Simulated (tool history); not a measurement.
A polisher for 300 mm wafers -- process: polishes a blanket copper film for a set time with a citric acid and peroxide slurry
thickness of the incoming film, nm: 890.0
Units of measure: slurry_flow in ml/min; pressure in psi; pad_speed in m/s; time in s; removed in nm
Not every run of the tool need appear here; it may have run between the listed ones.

| run | day | slurry_flow | pressure | pad_speed | slurry_solids | time | removed |
|---|---|---|---|---|---|---|---|
| 1 | 0.000 | 230 | 3.5 | 0.94 | 1.0 | 50 | 134.43 |
| 2 | 0.333 | 185 | 3.5 | 0.94 | 1.0 | 50 | 129.78 |
| 3 | 0.558 | 185 | 3.5 | 0.94 | 0.8 | 50 | 125.34 |
| 4 | 0.867 | 185 | 3.5 | 1.02 | 0.8 | 50 | 135.65 |
| 5 | 0.912 | 180 | 3.4 | 1.02 | 0.8 | 50 | 132.47 |
| 6 | 1.025 | 175 | 3.3 | 1.02 | 0.8 | 50 | 128.23 |
| 7 | 1.271 | 170 | 3.2 | 1.02 | 0.8 | 50 | 122.86 |
| 8 | 1.462 | 165 | 3.2 | 1.02 | 0.8 | 50 | 123.07 |
| 9 | 1.767 | 160 | 3.2 | 1.02 | 0.8 | 50 | 122.80 |
| 10 | 1.879 | 160 | 3.1 | 1.02 | 0.8 | 50 | 118.00 |
| 11 | 2.217 | 155 | 3.1 | 1.02 | 0.8 | 50 | 117.20 |

Run 12 comes next. What will it give?
| 12 | 2.275 | 150 | 3.1 | 1.02 | 0.8 | 50 | ? |

removed: 117.73 nm
